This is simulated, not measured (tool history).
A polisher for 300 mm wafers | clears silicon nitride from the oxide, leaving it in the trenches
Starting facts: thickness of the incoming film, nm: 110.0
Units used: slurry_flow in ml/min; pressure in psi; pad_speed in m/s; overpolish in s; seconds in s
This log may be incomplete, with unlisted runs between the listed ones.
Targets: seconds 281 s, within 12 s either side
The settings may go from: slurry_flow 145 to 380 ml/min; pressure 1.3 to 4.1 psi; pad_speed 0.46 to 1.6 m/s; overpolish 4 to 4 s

{"run": 1, "hour": 0.0, "slurry_flow": 245, "pressure": 2.7, "pad_speed": 1.02, "overpolish": 4, "seconds": 112.66}
{"run": 2, "hour": 3.9, "slurry_flow": 245, "pressure": 2.7, "pad_speed": 0.82, "overpolish": 4, "seconds": 137.03}
{"run": 3, "hour": 11.0, "slurry_flow": 245, "pressure": 2.5, "pad_speed": 0.8, "overpolish": 4, "seconds": 149.6}
{"run": 4, "hour": 13.4, "slurry_flow": 245, "pressure": 2.4, "pad_speed": 0.78, "overpolish": 4, "seconds": 165.66}
{"run": 5, "hour": 20.3, "slurry_flow": 245, "pressure": 3, "pad_speed": 0.78, "overpolish": 4, "seconds": 128.54}
{"run": 6, "hour": 26.8, "slurry_flow": 245, "pressure": 2.8, "pad_speed": 0.76, "overpolish": 4, "seconds": 141.77}
{"run": 7, "hour": 34.7, "slurry_flow": 245, "pressure": 2.8, "pad_speed": 0.76, "overpolish": 4, "seconds": 145.11}
{"run": 8, "hour": 35.3, "slurry_flow": 245, "pressure": 2.6, "pad_speed": 0.74, "overpolish": 4, "seconds": 160.1}
{"run": 9, "hour": 43.2, "slurry_flow": 245, "pressure": 2.5, "pad_speed": 0.74, "overpolish": 4, "seconds": 165.07}
{"run": 10, "hour": 46.6, "slurry_flow": 245, "pressure": 2.4, "pad_speed": 0.74, "overpolish": 4, "seconds": 171.92}
{"run": 11, "hour": 54.7, "slurry_flow": 245, "pressure": 2.3, "pad_speed": 0.74, "overpolish": 4, "seconds": 179.56}
{"run": 12, "hour": 63.8, "slurry_flow": 245, "pressure": 2.2, "pad_speed": 0.74, "overpolish": 4, "seconds": 184.89}
{"run": 13, "hour": 71.4, "slurry_flow": 245, "pressure": 2.1, "pad_speed": 0.74, "overpolish": 4, "seconds": 195.05}
{"run": 14, "hour": 76.3, "slurry_flow": 245, "pressure": 2, "pad_speed": 0.74, "overpolish": 4, "seconds": 200.87}
{"run": 15, "hour": 76.9, "slurry_flow": 240, "pressure": 1.3, "pad_speed": 0.64, "overpolish": 4, "seconds": 353.44}
{"run": 16, "hour": 83.8, "slurry_flow": 245, "pressure": 1.3, "pad_speed": 0.64, "overpolish": 4, "seconds": 353.3}
{"run": 17, "hour": 87.0, "slurry_flow": 245, "pressure": 1.5, "pad_speed": 0.64, "overpolish": 4, "seconds": 307.63}
{"run": 18, "hour": 92.6, "slurry_flow": 250, "pressure": 1.5, "pad_speed": 0.64, "overpolish": 4, "seconds": 310.51}

Consider the 4 candidate settings below. Which is the only one whose results all fall within their allowed miss of target?
{"run": "A", "hour": 98.2, "slurry_flow": 235, "pressure": 1.9, "pad_speed": 0.62, "overpolish": 4, "seconds": "?"}
{"run": "B", "hour": 98.2, "slurry_flow": 315, "pressure": 1.3, "pad_speed": 0.64, "overpolish": 4, "seconds": "?"}
{"run": "C", "hour": 98.2, "slurry_flow": 260, "pressure": 1.5, "pad_speed": 0.62, "overpolish": 4, "seconds": "?"}
{"run": "D", "hour": 98.2, "slurry_flow": 260, "pressure": 1.4, "pad_speed": 0.74, "overpolish": 4, "seconds": "?"}

move=A seconds=260.76
move=B seconds=353.26
move=C seconds=323.45
move=D seconds=291.55
A: moves the result that the last run missed by most past its target, out the other side
B: the biggest miss grows against the last run
C: the biggest miss grows against the last run
D: each result inside its tolerance
Go with D: it meets all targets.
